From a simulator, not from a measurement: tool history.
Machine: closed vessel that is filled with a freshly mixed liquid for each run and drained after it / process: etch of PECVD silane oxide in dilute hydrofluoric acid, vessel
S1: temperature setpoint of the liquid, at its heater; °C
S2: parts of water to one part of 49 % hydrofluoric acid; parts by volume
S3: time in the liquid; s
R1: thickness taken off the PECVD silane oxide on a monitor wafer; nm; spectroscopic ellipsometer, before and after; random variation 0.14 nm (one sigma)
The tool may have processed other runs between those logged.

| run | hour | S1 | S2 | S3 | R1 |
|---|---|---|---|---|---|
| 1 | 0.0 | 23.0 | 115 | 90 | 15.349 |
| 2 | 7.5 | 23.0 | 115 | 95 | 16.135 |
| 3 | 8.0 | 20.0 | 115 | 95 | 14.343 |
| 4 | 15.5 | 20.0 | 115 | 95 | 14.329 |
| 5 | 20.8 | 20.0 | 95 | 95 | 17.754 |
| 6 | 25.2 | 21.5 | 95 | 95 | 18.881 |
| 7 | 31.8 | 25.5 | 45 | 95 | 50.026 |
| 8 | 37.1 | 24.5 | 45 | 95 | 47.948 |
| 9 | 43.9 | 24.0 | 45 | 95 | 47.164 |
| 10 | 46.1 | 23.5 | 45 | 95 | 45.765 |
| 11 | 51.1 | 23.0 | 45 | 95 | 45.011 |

Estimate the outcome of run 12 from the log above:
| 12 | 58.8 | 22.5 | 45 | 95 | ? |

{"run 12": {"R1": 44.203}}

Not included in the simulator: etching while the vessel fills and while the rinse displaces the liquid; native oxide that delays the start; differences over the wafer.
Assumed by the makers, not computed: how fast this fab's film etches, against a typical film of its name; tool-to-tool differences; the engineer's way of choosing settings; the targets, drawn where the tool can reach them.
